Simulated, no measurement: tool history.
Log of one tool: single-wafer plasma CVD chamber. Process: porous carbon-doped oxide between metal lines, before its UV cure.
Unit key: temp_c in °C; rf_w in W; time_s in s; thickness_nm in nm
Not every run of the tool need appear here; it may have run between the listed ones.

Run 1, hour 0: temp_c 275 °C, rf_w 585 W, time_s 20.8 s. Result: thickness_nm 139.48 nm.
Run 2, hour 2: temp_c 270 °C, rf_w 585 W, time_s 20.8 s. Result: thickness_nm 143.34 nm.
Run 3, hour 6.5: temp_c 270 °C, rf_w 585 W, time_s 19.8 s. Result: thickness_nm 136.33 nm.
Run 4, hour 13: temp_c 278 °C, rf_w 585 W, time_s 19.8 s. Result: thickness_nm 130.4 nm.
Run 5, hour 16: temp_c 280 °C, rf_w 585 W, time_s 19.8 s. Result: thickness_nm 128.69 nm.
Run 6, hour 21: temp_c 280 °C, rf_w 630 W, time_s 19.8 s. Result: thickness_nm 135.96 nm.
Run 7, hour 23.4: temp_c 282 °C, rf_w 630 W, time_s 19.8 s. Result: thickness_nm 133.55 nm.
Run 8, hour 30.5: temp_c 284 °C, rf_w 630 W, time_s 19.8 s. Result: thickness_nm 131.77 nm.

Estimate the outcome of run 9 from the log above:
Run 9, hour 38.4: temp_c 286 °C, rf_w 630 W, time_s 19.8 s. Result: thickness_nm ?.

{"run 9": {"thickness_nm": 130.87}}
